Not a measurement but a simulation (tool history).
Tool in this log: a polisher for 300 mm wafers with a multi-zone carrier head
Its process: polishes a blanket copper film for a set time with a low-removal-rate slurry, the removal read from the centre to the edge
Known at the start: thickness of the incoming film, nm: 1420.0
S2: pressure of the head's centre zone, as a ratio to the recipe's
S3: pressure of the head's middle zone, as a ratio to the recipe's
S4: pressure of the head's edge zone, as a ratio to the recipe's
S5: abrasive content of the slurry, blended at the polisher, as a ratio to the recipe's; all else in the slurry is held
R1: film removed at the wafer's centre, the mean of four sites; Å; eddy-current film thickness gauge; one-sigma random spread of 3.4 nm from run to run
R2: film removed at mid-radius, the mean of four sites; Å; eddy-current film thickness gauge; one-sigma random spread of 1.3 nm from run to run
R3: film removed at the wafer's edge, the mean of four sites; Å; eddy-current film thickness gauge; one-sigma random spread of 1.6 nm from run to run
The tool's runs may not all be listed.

run 1 hour=0.0 | flow_of_slurry_(ml/min)=255 S2=1.00 S3=1.00 S4=1.00 S5=1.00 polishing_time_(s)=70 | R1=1218.2 R2=1156.4 R3=1161.50
run 2 hour=5.5 | flow_of_slurry_(ml/min)=255 S2=1.00 S3=1.00 S4=1.00 S5=1.00 polishing_time_(s)=58 | R1=1000.5 R2=946.6 R3=959.74
run 3 hour=9.0 | flow_of_slurry_(ml/min)=270 S2=1.03 S3=1.04 S4=1.01 S5=1.10 polishing_time_(s)=65 | R1=1202.9 R2=1142.3 R3=1138.50
run 4 hour=17.4 | flow_of_slurry_(ml/min)=230 S2=1.03 S3=1.04 S4=1.01 S5=1.10 polishing_time_(s)=65 | R1=1144.2 R2=1122.9 R3=1111.10
run 5 hour=20.1 | flow_of_slurry_(ml/min)=230 S2=1.03 S3=1.08 S4=1.01 S5=1.10 polishing_time_(s)=65 | R1=1159.4 R2=1168.3 R3=1112.80
run 6 hour=24.7 | flow_of_slurry_(ml/min)=230 S2=1.03 S3=1.05 S4=1.01 S5=1.10 polishing_time_(s)=65 | R1=1155.8 R2=1134.2 R3=1130.00

For run 7, what comes out?
run 7 hour=32.3 | flow_of_slurry_(ml/min)=300 S2=1.13 S3=1.15 S4=1.04 S5=1.35 polishing_time_(s)=84 | R1=? R2=? R3=?

Run 7 yielded R1 1837.2 Å, R2 1710.0 Å, R3 1572.40 Å.
